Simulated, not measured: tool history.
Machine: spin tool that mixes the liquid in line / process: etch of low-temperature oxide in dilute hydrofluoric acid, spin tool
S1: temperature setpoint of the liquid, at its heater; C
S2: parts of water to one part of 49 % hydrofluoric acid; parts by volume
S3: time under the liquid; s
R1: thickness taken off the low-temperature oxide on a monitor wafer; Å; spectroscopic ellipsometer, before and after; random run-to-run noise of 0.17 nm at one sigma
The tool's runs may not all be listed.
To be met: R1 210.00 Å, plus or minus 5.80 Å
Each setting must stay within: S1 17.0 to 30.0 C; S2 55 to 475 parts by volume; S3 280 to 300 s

run	hour	S1	S2	S3	R1
1	0.0	22.0	265	280	246.79
2	6.1	22.0	265	300	266.39
3	14.7	22.0	295	300	229.07
4	19.2	25.0	295	300	255.70
5	28.1	27.5	295	300	276.67
6	34.1	26.5	295	300	267.94
7	37.7	25.5	295	300	257.49
8	42.2	21.5	300	300	218.96

Next run, 5 choices. One meets every target within its allowed miss, the rest don't. Which?
A	46.7	22.0	270	280	?
B	46.7	22.5	275	280	?
C	46.7	20.5	285	280	?
D	46.7	22.0	285	285	?
E	46.7	17.5	250	290	?

move	R1
A	239.00
B	237.78
C	211.40
D	227.20
E	230.09
A: misses by more than the last run did
B: misses by more than the last run did
C: all results land within tolerance of their targets
D: misses by more than the last run did
E: misses by more than the last run did
Move C is the one to make.

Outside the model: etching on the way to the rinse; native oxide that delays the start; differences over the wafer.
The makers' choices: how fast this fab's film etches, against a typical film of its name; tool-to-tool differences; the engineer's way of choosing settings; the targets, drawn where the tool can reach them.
